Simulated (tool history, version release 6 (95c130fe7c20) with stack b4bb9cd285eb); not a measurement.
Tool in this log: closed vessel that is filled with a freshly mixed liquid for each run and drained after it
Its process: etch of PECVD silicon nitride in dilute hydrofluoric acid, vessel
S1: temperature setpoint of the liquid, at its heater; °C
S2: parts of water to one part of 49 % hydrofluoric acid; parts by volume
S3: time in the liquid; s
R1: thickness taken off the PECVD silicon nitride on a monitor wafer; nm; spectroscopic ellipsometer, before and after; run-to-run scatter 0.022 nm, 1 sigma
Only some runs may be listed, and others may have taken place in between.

{"run": 1, "hour": 0.0, "S1": 23, "S2": 85, "S3": 30, "R1": 1.2889}
{"run": 2, "hour": 3.3, "S1": 25, "S2": 80, "S3": 30, "R1": 1.5682}
{"run": 3, "hour": 7.6, "S1": 27, "S2": 80, "S3": 30, "R1": 1.8007}
{"run": 4, "hour": 11.2, "S1": 28, "S2": 75, "S3": 30, "R1": 2.0064}
{"run": 5, "hour": 19.0, "S1": 28.5, "S2": 70, "S3": 30, "R1": 2.2471}
{"run": 6, "hour": 25.5, "S1": 29, "S2": 70, "S3": 30, "R1": 2.2985}

Run 7 has not been measured yet. What should we expect?
{"run": 7, "hour": 32.1, "S1": 29.5, "S2": 70, "S3": 30, "R1": "?"}

For run 7 the tool returned R1 2.382 nm.
